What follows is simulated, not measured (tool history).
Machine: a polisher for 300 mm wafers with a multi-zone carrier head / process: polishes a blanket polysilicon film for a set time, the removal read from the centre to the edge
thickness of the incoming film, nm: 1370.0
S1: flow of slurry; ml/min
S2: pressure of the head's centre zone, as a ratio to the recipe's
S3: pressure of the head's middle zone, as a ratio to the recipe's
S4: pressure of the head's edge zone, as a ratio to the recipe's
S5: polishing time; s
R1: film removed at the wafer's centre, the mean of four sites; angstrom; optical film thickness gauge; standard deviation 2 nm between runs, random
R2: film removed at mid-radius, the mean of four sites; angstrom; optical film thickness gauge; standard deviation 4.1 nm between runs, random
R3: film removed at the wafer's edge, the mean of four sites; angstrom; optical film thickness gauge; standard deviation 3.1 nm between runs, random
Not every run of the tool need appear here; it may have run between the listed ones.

| run | hour | S1 | S2 | S3 | S4 | S5 | R1 | R2 | R3 |
|---|---|---|---|---|---|---|---|---|---|
| 1 | 0.0 | 195 | 1.00 | 1.00 | 1.00 | 89 | 4254.8 | 4205.0 | 4135.7 |
| 2 | 5.8 | 180 | 0.95 | 1.01 | 1.01 | 83 | 3645.5 | 3906.5 | 3931.6 |
| 3 | 14.3 | 180 | 0.95 | 0.95 | 1.01 | 83 | 3694.4 | 3768.4 | 3971.6 |
| 4 | 20.7 | 180 | 0.95 | 1.03 | 1.01 | 83 | 3687.1 | 3989.9 | 3916.2 |
| 5 | 29.4 | 180 | 0.95 | 1.10 | 1.01 | 83 | 3673.9 | 4202.2 | 3883.2 |
| 6 | 31.5 | 180 | 0.95 | 1.10 | 1.01 | 102 | 4558.8 | 5288.5 | 4789.9 |
| 7 | 38.1 | 170 | 0.92 | 1.08 | 0.99 | 93 | 4012.9 | 4548.8 | 4312.6 |

Estimate the outcome of run 8 from the log above:
| 8 | 43.5 | 130 | 0.82 | 1.15 | 1.03 | 68 | ? | ? | ? |

Run 8 produced R1 2420.9 angstrom, R2 3324.7 angstrom, R3 3062.9 angstrom.
